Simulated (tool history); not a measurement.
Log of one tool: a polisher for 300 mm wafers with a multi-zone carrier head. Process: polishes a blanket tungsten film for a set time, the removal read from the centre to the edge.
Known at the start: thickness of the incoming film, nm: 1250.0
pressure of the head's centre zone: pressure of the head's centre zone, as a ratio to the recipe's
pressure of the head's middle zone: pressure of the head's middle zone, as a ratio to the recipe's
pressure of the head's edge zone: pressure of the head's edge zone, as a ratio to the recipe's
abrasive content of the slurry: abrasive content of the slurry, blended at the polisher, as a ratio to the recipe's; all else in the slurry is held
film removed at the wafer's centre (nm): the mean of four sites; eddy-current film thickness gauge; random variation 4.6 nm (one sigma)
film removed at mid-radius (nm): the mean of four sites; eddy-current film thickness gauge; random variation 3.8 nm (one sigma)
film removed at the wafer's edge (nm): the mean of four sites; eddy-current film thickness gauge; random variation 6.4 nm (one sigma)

run  hour  flow of slurry (ml/min)  pressure of the head's centre zone  pressure of the head's middle zone  pressure of the head's edge zone  abrasive content of the slurry  polishing time (s)  film removed at the wafer's centre (nm)  film removed at mid-radius (nm)  film removed at the wafer's edge (nm)
  1     0                      295                                   1                                   1                                 1                               1                  73                                   389.28                           386.91                                 389.97
  2   0.8                      295                                   1                                1.06                                 1                               1                  73                                    384.2                           409.49                                 387.24
  3   4.9                      305                                1.05                                1.08                              1.02                             1.1                  73                                   414.19                            426.5                                 415.95
  4   5.8                      305                                1.05                                1.08                              1.02                             1.1                  81                                   474.16                           480.29                                 440.54
  5    10                      305                                1.05                                   1                              1.02                             1.1                  81                                   469.56                           448.61                                 449.82
  6  13.3                      315                                1.07                                1.03                              1.01                             1.1                  81                                   469.95                           456.04                                 439.79
  7  17.9                      315                                1.09                                1.05                              1.01                             1.1                  81                                   487.21                           466.55                                  451.2
  8  22.9                      315                                 1.1                                1.07                                 1                             1.1                  81                                   485.16                           476.73                                 447.12

Run 9 comes next. What will it give?
  9  26.2                      315                                1.12                                1.08                              0.99                             1.1                  81                                        ?                                ?                                      ?

Run 9 gave film removed at the wafer's centre (nm) 501.91, film removed at mid-radius (nm) 471.79, film removed at the wafer's edge (nm) 432.85.
